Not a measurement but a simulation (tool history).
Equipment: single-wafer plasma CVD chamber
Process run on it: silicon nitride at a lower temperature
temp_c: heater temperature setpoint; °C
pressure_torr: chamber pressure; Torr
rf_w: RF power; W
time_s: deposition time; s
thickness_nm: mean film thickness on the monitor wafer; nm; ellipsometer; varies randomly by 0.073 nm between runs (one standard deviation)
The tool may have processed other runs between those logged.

{"run": 1, "day": 0.0, "temp_c": 350, "pressure_torr": 1.91, "rf_w": 285, "time_s": 17.1, "thickness_nm": 19.203}
{"run": 2, "day": 0.212, "temp_c": 350, "pressure_torr": 1.91, "rf_w": 285, "time_s": 16.2, "thickness_nm": 18.151}
{"run": 3, "day": 0.529, "temp_c": 350, "pressure_torr": 1.76, "rf_w": 285, "time_s": 16.2, "thickness_nm": 17.858}
{"run": 4, "day": 0.888, "temp_c": 350, "pressure_torr": 1.76, "rf_w": 285, "time_s": 16.2, "thickness_nm": 17.81}
{"day": 0.979, "done": "thermocouple changed; heater temperature recalibrated"}
{"run": 5, "day": 0.979, "temp_c": 343, "pressure_torr": 1.76, "rf_w": 285, "time_s": 16.2, "thickness_nm": 17.793}
{"run": 6, "day": 1.346, "temp_c": 343, "pressure_torr": 1.76, "rf_w": 285, "time_s": 16.2, "thickness_nm": 17.839}
{"run": 7, "day": 1.621, "temp_c": 343, "pressure_torr": 1.83, "rf_w": 290, "time_s": 16.3, "thickness_nm": 18.374}
{"run": 8, "day": 1.838, "temp_c": 343, "pressure_torr": 1.9, "rf_w": 295, "time_s": 16.3, "thickness_nm": 18.819}

Run 9 has not been measured yet. What should we expect?
{"run": 9, "day": 1.871, "temp_c": 343, "pressure_torr": 1.97, "rf_w": 300, "time_s": 16.3, "thickness_nm": "?"}

Logged for run 9: thickness_nm 19.232 nm.

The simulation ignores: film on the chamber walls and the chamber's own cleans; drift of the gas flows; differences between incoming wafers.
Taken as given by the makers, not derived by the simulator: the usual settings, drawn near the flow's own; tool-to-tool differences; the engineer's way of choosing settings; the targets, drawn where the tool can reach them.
